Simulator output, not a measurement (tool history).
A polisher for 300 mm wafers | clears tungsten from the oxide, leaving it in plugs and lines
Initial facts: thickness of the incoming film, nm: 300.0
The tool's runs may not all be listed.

| run | hour | flow of slurry (ml/min) | pressure of the wafer on the pad (kPa) | speed of the pad under the wafer (m/s) | abrasive content of the slurry | overpolish time after the end point (s) | time until the end point was called (s) |
|---|---|---|---|---|---|---|---|
| 1 | 0.0 | 315 | 17.2 | 1.38 | 1.00 | 5 | 65.128 |
| 2 | 2.5 | 315 | 17.2 | 1.26 | 1.00 | 5 | 71.009 |
| 3 | 4.3 | 315 | 17.2 | 1.26 | 0.85 | 5 | 74.356 |
| 4 | 9.9 | 315 | 16.5 | 1.26 | 0.85 | 5 | 77.151 |
| 5 | 14.9 | 315 | 16.5 | 1.26 | 0.85 | 5 | 78.953 |
| 6 | 18.5 | 315 | 16.5 | 1.54 | 0.85 | 5 | 64.048 |
| 7 | 27.2 | 315 | 15.9 | 1.54 | 0.85 | 5 | 67.266 |
| 8 | 28.0 | 315 | 15.2 | 1.54 | 0.85 | 5 | 69.769 |

Run 9 comes next. What will it give?
| 9 | 35.3 | 315 | 14.5 | 1.54 | 0.85 | 5 | ? |

time until the end point was called (s): 73.515
